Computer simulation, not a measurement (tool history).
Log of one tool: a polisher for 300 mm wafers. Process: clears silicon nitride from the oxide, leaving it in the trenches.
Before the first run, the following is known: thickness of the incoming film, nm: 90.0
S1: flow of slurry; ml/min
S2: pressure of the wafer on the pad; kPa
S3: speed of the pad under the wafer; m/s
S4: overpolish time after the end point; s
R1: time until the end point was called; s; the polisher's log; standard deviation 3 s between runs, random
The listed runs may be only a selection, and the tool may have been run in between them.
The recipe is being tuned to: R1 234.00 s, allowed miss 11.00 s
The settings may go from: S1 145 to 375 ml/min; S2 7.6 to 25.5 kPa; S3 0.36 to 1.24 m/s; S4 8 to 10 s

Run 1, hour 0.0: S1 240 ml/min, S2 16.5 kPa, S3 0.80 m/s, S4 10 s. Result: R1 160.50 s.
Run 2, hour 3.5: S1 295 ml/min, S2 16.5 kPa, S3 0.80 m/s, S4 10 s. Result: R1 162.20 s.
Run 3, hour 6.8: S1 245 ml/min, S2 16.5 kPa, S3 0.80 m/s, S4 10 s. Result: R1 162.59 s.
Run 4, hour 8.3: S1 245 ml/min, S2 15.9 kPa, S3 0.80 m/s, S4 10 s. Result: R1 172.94 s.
Run 5, hour 10.0: S1 245 ml/min, S2 17.2 kPa, S3 0.80 m/s, S4 10 s. Result: R1 158.80 s.
Run 6, hour 10.6: S1 245 ml/min, S2 15.9 kPa, S3 0.80 m/s, S4 10 s. Result: R1 175.35 s.
Run 7, hour 11.7: S1 245 ml/min, S2 15.9 kPa, S3 0.80 m/s, S4 10 s. Result: R1 171.31 s.
Run 8, hour 12.6: S1 245 ml/min, S2 15.9 kPa, S3 0.80 m/s, S4 10 s. Result: R1 166.01 s.

Of the 5 settings listed for the next run, only one would bring every result within its allowed miss of target. Which one?
Run A, hour 13.5: S1 275 ml/min, S2 22.1 kPa, S3 0.78 m/s, S4 8 s. Result: R1 ?.
Run B, hour 13.5: S1 200 ml/min, S2 20.7 kPa, S3 0.94 m/s, S4 10 s. Result: R1 ?.
Run C, hour 13.5: S1 250 ml/min, S2 13.8 kPa, S3 0.60 m/s, S4 8 s. Result: R1 ?.
Run D, hour 13.5: S1 210 ml/min, S2 20.0 kPa, S3 0.98 m/s, S4 10 s. Result: R1 ?.
Run E, hour 13.5: S1 250 ml/min, S2 13.1 kPa, S3 0.76 m/s, S4 10 s. Result: R1 ?.

move      R1
   A  123.30
   B  119.09
   C  230.26
   D  119.10
   E  209.48
A: its largest miss is bigger than the last run's
B: its largest miss is bigger than the last run's
C: each result inside its tolerance
D: its largest miss is bigger than the last run's
E: better than the last run, though not everything is in spec
So the answer is move C, the one that meets all the targets.
